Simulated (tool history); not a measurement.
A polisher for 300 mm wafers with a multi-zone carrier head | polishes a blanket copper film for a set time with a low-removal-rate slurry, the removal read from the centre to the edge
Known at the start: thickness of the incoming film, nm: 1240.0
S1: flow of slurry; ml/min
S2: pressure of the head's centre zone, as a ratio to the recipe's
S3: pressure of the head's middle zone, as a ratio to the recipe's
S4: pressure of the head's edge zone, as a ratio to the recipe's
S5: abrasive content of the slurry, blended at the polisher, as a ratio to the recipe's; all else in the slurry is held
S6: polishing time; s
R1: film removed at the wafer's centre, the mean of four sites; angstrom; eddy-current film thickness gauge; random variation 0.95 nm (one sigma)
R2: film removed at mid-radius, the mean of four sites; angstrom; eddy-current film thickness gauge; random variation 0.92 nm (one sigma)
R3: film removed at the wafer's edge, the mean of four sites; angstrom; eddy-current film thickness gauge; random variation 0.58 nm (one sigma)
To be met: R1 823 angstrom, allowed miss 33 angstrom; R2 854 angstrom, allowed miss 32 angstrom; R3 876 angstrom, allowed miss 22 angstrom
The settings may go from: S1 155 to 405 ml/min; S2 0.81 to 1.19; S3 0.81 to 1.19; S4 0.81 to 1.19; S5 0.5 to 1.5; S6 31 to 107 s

Run 1, hour 0: S1 260 ml/min, S2 1, S3 1, S4 1, S5 1, S6 69 s. Result: R1 1142.5 angstrom, R2 1174.1 angstrom, R3 1197.1 angstrom.
Run 2, hour 6.4: S1 260 ml/min, S2 1, S3 1.08, S4 1, S5 1, S6 69 s. Result: R1 1141 angstrom, R2 1251.4 angstrom, R3 1183.7 angstrom.
Run 3, hour 10.7: S1 255 ml/min, S2 0.99, S3 1.04, S4 0.97, S5 0.85, S6 66 s. Result: R1 1056.4 angstrom, R2 1096.5 angstrom, R3 1068.2 angstrom.
Run 4, hour 15.9: S1 255 ml/min, S2 0.99, S3 1.04, S4 0.97, S5 0.95, S6 66 s. Result: R1 1063.4 angstrom, R2 1129.3 angstrom, R3 1087.5 angstrom.
Run 5, hour 19.8: S1 245 ml/min, S2 0.95, S3 1, S4 0.94, S5 0.85, S6 66 s. Result: R1 990.81 angstrom, R2 1056 angstrom, R3 1047.1 angstrom.
Run 6, hour 26.3: S1 245 ml/min, S2 0.95, S3 1, S4 0.94, S5 0.85, S6 81 s. Result: R1 1231.6 angstrom, R2 1318 angstrom, R3 1284.3 angstrom.
Run 7, hour 30.2: S1 220 ml/min, S2 0.9, S3 0.9, S4 0.84, S5 0.6, S6 62 s. Result: R1 798.59 angstrom, R2 838.51 angstrom, R3 852.62 angstrom.
At hour 31.7: slurry nozzle cleaned.
Run 8, hour 31.7: S1 240 ml/min, S2 0.91, S3 0.91, S4 0.87, S5 0.6, S6 62 s. Result: R1 897.2 angstrom, R2 940.42 angstrom, R3 933.45 angstrom.
Run 9, hour 39.3: S1 230 ml/min, S2 0.91, S3 0.91, S4 0.87, S5 0.6, S6 62 s. Result: R1 905.54 angstrom, R2 918.31 angstrom, R3 927.42 angstrom.
Run 10, hour 45.8: S1 215 ml/min, S2 0.9, S3 0.91, S4 0.87, S5 0.6, S6 62 s. Result: R1 872.75 angstrom, R2 908.39 angstrom, R3 926.48 angstrom.
Run 11, hour 52.6: S1 210 ml/min, S2 0.9, S3 0.91, S4 0.86, S5 0.6, S6 62 s. Result: R1 878.29 angstrom, R2 902.75 angstrom, R3 919.83 angstrom.
Run 12, hour 57.7: S1 190 ml/min, S2 0.86, S3 0.88, S4 0.81, S5 0.5, S6 62 s. Result: R1 821.37 angstrom, R2 842.39 angstrom, R3 840.61 angstrom.

Which of these 5 next moves meets every target?
Run A, hour 62.8: S1 230 ml/min, S2 0.89, S3 0.84, S4 0.98, S5 0.65, S6 56 s. Result: R1 ?, R2 ?, R3 ?.
Run B, hour 62.8: S1 255 ml/min, S2 0.81, S3 0.81, S4 0.99, S5 1, S6 51 s. Result: R1 ?, R2 ?, R3 ?.
Run C, hour 62.8: S1 230 ml/min, S2 0.81, S3 0.81, S4 0.98, S5 0.85, S6 53 s. Result: R1 ?, R2 ?, R3 ?.
Run D, hour 62.8: S1 200 ml/min, S2 0.9, S3 0.92, S4 0.92, S5 0.6, S6 58 s. Result: R1 ?, R2 ?, R3 ?.
Run E, hour 62.8: S1 180 ml/min, S2 0.83, S3 0.85, S4 0.87, S5 0.65, S6 62 s. Result: R1 ?, R2 ?, R3 ?.

move      R1      R2      R3
   A  823.62  795.38  892.76
   B  781.64   787.6  912.27
   C  770.83  777.89  899.51
   D  826.44  854.51  867.03
   E  828.21  856.92  909.52
A: brings the result that was furthest off to its target, and leaves another outside
B: takes the result that was furthest off past its target
C: takes the result that was furthest off past its target
D: meets every target
E: takes the result that was furthest off past its target
The right move is D.
